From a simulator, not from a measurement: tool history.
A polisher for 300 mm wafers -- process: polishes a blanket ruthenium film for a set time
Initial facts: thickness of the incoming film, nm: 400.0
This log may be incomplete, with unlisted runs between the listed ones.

run	hour	flow of slurry (ml/min)	pressure of the wafer on the pad (psi)	speed of the pad under the wafer (m/s)	polishing time (s)	film removed (angstrom)
1	0.0	165	2.0	0.76	76	545.04
2	4.8	125	2.0	0.76	76	529.46
3	13.8	145	2.0	0.76	76	524.13
4	18.1	145	1.7	0.74	76	450.66
5	24.7	145	1.5	0.72	76	415.61
6	32.6	145	1.3	0.72	76	373.34

Run 7, settings as shown, results not yet in. Your forecast:
# hour 37.0: slurry nozzle cleaned
7	37.0	145	1.2	0.70	76	?

{"run 7": {"film removed (angstrom)": 358.28}}
